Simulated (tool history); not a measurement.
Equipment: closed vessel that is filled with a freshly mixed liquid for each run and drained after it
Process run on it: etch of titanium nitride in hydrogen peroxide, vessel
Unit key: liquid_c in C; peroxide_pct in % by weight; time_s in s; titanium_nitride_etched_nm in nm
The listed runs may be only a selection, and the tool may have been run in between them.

run  hour  liquid_c  peroxide_pct  time_s  titanium_nitride_etched_nm
  1   0.0      55.0          20.0      90                      6.1058
  2   3.3      49.0          20.0      90                      3.9831
  3   8.4      52.0          20.0      90                      4.9948
  4  12.8      54.0          20.0      90                      5.7942
  5  21.6      51.5          20.0      90                      4.7884
  6  25.1      54.0          20.0      90                      5.7383
     27.7  -- peroxide flow meter replaced
  7  27.7      56.0          20.0      90                      6.7809
  8  28.6      57.5          20.0      90                      7.3738
  9  34.7      58.5          20.0      90                      7.9801

Forecast run 10:
 10  41.0      59.5          20.0      90                           ?

{"run 10": {"titanium_nitride_etched_nm": 8.5761}}
